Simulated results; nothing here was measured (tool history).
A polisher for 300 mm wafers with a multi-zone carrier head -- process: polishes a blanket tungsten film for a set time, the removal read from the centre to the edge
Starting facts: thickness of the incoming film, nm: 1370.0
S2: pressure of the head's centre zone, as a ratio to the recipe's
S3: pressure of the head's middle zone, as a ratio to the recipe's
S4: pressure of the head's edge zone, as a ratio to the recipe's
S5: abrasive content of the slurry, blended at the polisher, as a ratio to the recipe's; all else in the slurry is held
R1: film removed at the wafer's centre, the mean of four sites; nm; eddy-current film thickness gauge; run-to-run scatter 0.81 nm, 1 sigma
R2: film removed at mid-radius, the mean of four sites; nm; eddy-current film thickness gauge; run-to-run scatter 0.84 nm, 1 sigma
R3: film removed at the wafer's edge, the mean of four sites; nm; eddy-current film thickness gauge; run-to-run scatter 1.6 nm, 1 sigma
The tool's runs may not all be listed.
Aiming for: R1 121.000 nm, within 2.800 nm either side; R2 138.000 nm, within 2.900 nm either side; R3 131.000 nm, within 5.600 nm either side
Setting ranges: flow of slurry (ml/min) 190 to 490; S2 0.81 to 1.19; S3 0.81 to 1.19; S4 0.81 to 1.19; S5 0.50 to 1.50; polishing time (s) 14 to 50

Run 1, hour 0.0: flow of slurry (ml/min) 315, S2 1.00, S3 1.00, S4 1.00, S5 1.00, polishing time (s) 32. Result: R1 94.385 nm, R2 94.114 nm, R3 95.326 nm.
Run 2, hour 4.6: flow of slurry (ml/min) 315, S2 1.00, S3 1.00, S4 1.00, S5 1.00, polishing time (s) 36. Result: R1 107.160 nm, R2 107.570 nm, R3 108.830 nm.
Run 3, hour 12.9: flow of slurry (ml/min) 315, S2 1.00, S3 1.00, S4 1.00, S5 0.85, polishing time (s) 36. Result: R1 102.580 nm, R2 103.250 nm, R3 103.860 nm.
Run 4, hour 19.2: flow of slurry (ml/min) 330, S2 1.01, S3 1.05, S4 1.05, S5 0.95, polishing time (s) 36. Result: R1 107.700 nm, R2 110.800 nm, R3 108.140 nm.
Run 5, hour 23.5: flow of slurry (ml/min) 330, S2 1.00, S3 1.07, S4 1.08, S5 1.10, polishing time (s) 36. Result: R1 108.320 nm, R2 115.620 nm, R3 110.100 nm.
Run 6, hour 29.3: flow of slurry (ml/min) 330, S2 1.00, S3 1.07, S4 1.08, S5 1.10, polishing time (s) 40. Result: R1 122.110 nm, R2 127.620 nm, R3 125.370 nm.
Run 7, hour 34.6: flow of slurry (ml/min) 340, S2 0.99, S3 1.08, S4 1.09, S5 1.15, polishing time (s) 40. Result: R1 122.500 nm, R2 131.140 nm, R3 123.410 nm.
Run 8, hour 41.8: flow of slurry (ml/min) 320, S2 0.98, S3 1.09, S4 1.11, S5 1.20, polishing time (s) 40. Result: R1 120.180 nm, R2 134.610 nm, R3 131.160 nm.

Which single option among these 5 for the next run brings every result within its allowed miss of target? Just one does.
Run A, hour 49.0: flow of slurry (ml/min) 315, S2 0.97, S3 1.17, S4 1.19, S5 1.25, polishing time (s) 39. Result: R1 ?, R2 ?, R3 ?.
Run B, hour 49.0: flow of slurry (ml/min) 210, S2 0.90, S3 1.01, S4 1.13, S5 1.50, polishing time (s) 44. Result: R1 ?, R2 ?, R3 ?.
Run C, hour 49.0: flow of slurry (ml/min) 325, S2 0.96, S3 1.07, S4 1.12, S5 1.10, polishing time (s) 40. Result: R1 ?, R2 ?, R3 ?.
Run D, hour 49.0: flow of slurry (ml/min) 450, S2 0.93, S3 1.06, S4 1.05, S5 1.10, polishing time (s) 42. Result: R1 ?, R2 ?, R3 ?.
Run E, hour 49.0: flow of slurry (ml/min) 285, S2 0.91, S3 1.11, S4 1.11, S5 1.40, polishing time (s) 40. Result: R1 ?, R2 ?, R3 ?.

move       R1       R2       R3
   A  116.690  138.130  129.710
   B  121.280  137.350  144.080
   C  115.480  128.010  125.850
   D  120.540  136.590  130.310
   E  113.870  137.630  130.790
A: puts the biggest miss on target and leaves a different result outside tolerance
B: puts the biggest miss on target and leaves a different result outside tolerance
C: further off than the last run
D: every result lands within tolerance
E: puts the biggest miss on target and leaves a different result outside tolerance
Move D is the one to make.
